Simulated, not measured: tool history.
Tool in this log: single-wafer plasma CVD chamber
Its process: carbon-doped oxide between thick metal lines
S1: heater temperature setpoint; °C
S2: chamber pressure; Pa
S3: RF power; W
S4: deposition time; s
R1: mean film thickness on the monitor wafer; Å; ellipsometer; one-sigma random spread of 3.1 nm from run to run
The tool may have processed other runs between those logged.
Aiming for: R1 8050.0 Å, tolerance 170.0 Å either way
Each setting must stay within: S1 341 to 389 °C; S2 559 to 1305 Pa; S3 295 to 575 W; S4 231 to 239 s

Run 1, hour 0.0: S1 365 °C, S2 932 Pa, S3 435 W, S4 231 s. Result: R1 10231.0 Å.
Run 2, hour 7.2: S1 365 °C, S2 932 Pa, S3 490 W, S4 231 s. Result: R1 11326.0 Å.
Run 3, hour 12.8: S1 367 °C, S2 912 Pa, S3 455 W, S4 231 s. Result: R1 10555.0 Å.
Run 4, hour 14.0: S1 367 °C, S2 912 Pa, S3 490 W, S4 231 s. Result: R1 11235.0 Å.
Run 5, hour 18.4: S1 369 °C, S2 892 Pa, S3 460 W, S4 231 s. Result: R1 10693.0 Å.
Run 6, hour 24.4: S1 369 °C, S2 889 Pa, S3 430 W, S4 231 s. Result: R1 9983.0 Å.
Run 7, hour 31.6: S1 370 °C, S2 873 Pa, S3 410 W, S4 231 s. Result: R1 9439.3 Å.
Run 8, hour 40.5: S1 371 °C, S2 839 Pa, S3 400 W, S4 231 s. Result: R1 9256.1 Å.
Run 9, hour 43.2: S1 372 °C, S2 815 Pa, S3 390 W, S4 231 s. Result: R1 8956.0 Å.
Run 10, hour 47.6: S1 373 °C, S2 780 Pa, S3 385 W, S4 231 s. Result: R1 8763.8 Å.
Run 11, hour 53.2: S1 379 °C, S2 620 Pa, S3 350 W, S4 231 s. Result: R1 7579.9 Å.
Run 12, hour 59.1: S1 377 °C, S2 633 Pa, S3 350 W, S4 231 s. Result: R1 7594.1 Å.
Run 13, hour 64.4: S1 376 °C, S2 653 Pa, S3 350 W, S4 231 s. Result: R1 7672.7 Å.
Run 14, hour 69.8: S1 376 °C, S2 672 Pa, S3 350 W, S4 231 s. Result: R1 7661.5 Å.
Run 15, hour 78.7: S1 376 °C, S2 693 Pa, S3 350 W, S4 231 s. Result: R1 7731.5 Å.
Run 16, hour 80.7: S1 375 °C, S2 708 Pa, S3 350 W, S4 231 s. Result: R1 7774.3 Å.
Run 17, hour 81.2: S1 372 °C, S2 760 Pa, S3 365 W, S4 231 s. Result: R1 8268.3 Å.
Run 18, hour 89.9: S1 372 °C, S2 749 Pa, S3 365 W, S4 231 s. Result: R1 8258.1 Å.
Run 19, hour 96.9: S1 372 °C, S2 740 Pa, S3 365 W, S4 231 s. Result: R1 8280.3 Å.

Exactly one of the 5 candidate moves below puts every result within its allowed miss. Which one?
Run A, hour 103.9: S1 370 °C, S2 771 Pa, S3 360 W, S4 239 s. Result: R1 ?.
Run B, hour 103.9: S1 367 °C, S2 673 Pa, S3 345 W, S4 239 s. Result: R1 ?.
Run C, hour 103.9: S1 371 °C, S2 705 Pa, S3 370 W, S4 233 s. Result: R1 ?.
Run D, hour 103.9: S1 370 °C, S2 708 Pa, S3 360 W, S4 239 s. Result: R1 ?.
Run E, hour 103.9: S1 366 °C, S2 647 Pa, S3 375 W, S4 234 s. Result: R1 ?.

move      R1
   A  8501.8
   B  8011.7
   C  8425.0
   D  8409.8
   E  8552.9
A: its largest miss is bigger than the last run's
B: meets every target
C: its largest miss is bigger than the last run's
D: its largest miss is bigger than the last run's
E: its largest miss is bigger than the last run's
Go with B: it meets all targets.
